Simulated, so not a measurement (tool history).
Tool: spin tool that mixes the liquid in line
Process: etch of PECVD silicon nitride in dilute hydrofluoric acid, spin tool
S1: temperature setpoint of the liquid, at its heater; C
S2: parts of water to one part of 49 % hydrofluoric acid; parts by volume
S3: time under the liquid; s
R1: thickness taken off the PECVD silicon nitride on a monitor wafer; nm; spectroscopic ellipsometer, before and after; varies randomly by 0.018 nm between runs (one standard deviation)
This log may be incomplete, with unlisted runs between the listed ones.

| run | hour | S1 | S2 | S3 | R1 |
|---|---|---|---|---|---|
| 1 | 0.0 | 24.0 | 235 | 80 | 1.6464 |
| 2 | 2.3 | 24.0 | 300 | 80 | 1.2993 |
| 3 | 6.7 | 25.0 | 300 | 80 | 1.3941 |
| 4 | 7.4 | 25.5 | 300 | 80 | 1.4160 |
| 5 | 14.4 | 25.5 | 240 | 80 | 1.7622 |
| 6 | 21.6 | 23.0 | 240 | 80 | 1.5224 |
| 7 | 27.2 | 23.5 | 240 | 80 | 1.5806 |

Predict the results of run 8:
| 8 | 32.9 | 24.0 | 240 | 80 | ? |

Run 8 gave R1 1.6189 nm.
